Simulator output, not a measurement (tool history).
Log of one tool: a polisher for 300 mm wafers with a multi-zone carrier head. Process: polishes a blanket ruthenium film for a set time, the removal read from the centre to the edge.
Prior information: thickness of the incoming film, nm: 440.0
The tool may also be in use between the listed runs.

| run | day | flow of slurry (ml/min) | pressure of the head's centre zone | pressure of the head's middle zone | pressure of the head's edge zone | polishing time (s) | film removed at the wafer's centre (Å) | film removed at mid-radius (Å) | film removed at the wafer's edge (Å) |
|---|---|---|---|---|---|---|---|---|---|
| 1 | 0.000 | 215 | 1.00 | 1.00 | 1.00 | 49 | 727.53 | 744.05 | 734.32 |
| 2 | 0.146 | 225 | 1.04 | 1.05 | 1.01 | 52 | 819.44 | 849.13 | 814.56 |
| 3 | 0.396 | 225 | 1.04 | 1.05 | 1.01 | 41 | 665.43 | 648.31 | 629.84 |
| 4 | 0.562 | 240 | 1.07 | 1.09 | 1.00 | 45 | 738.79 | 743.65 | 696.72 |
| 5 | 0.921 | 250 | 1.10 | 1.12 | 0.99 | 48 | 825.98 | 829.35 | 743.37 |
| 6 | 1.142 | 250 | 1.07 | 1.12 | 0.99 | 48 | 807.82 | 834.83 | 733.10 |
| 7 | 1.375 | 260 | 1.10 | 1.14 | 1.00 | 50 | 866.05 | 878.26 | 781.41 |

Run 8 has not been measured yet. What should we expect?
| 8 | 1.496 | 265 | 1.11 | 1.15 | 1.00 | 52 | ? | ? | ? |

Run 8 measured film removed at the wafer's centre (Å) 912.43, film removed at mid-radius (Å) 921.21, film removed at the wafer's edge (Å) 805.75.
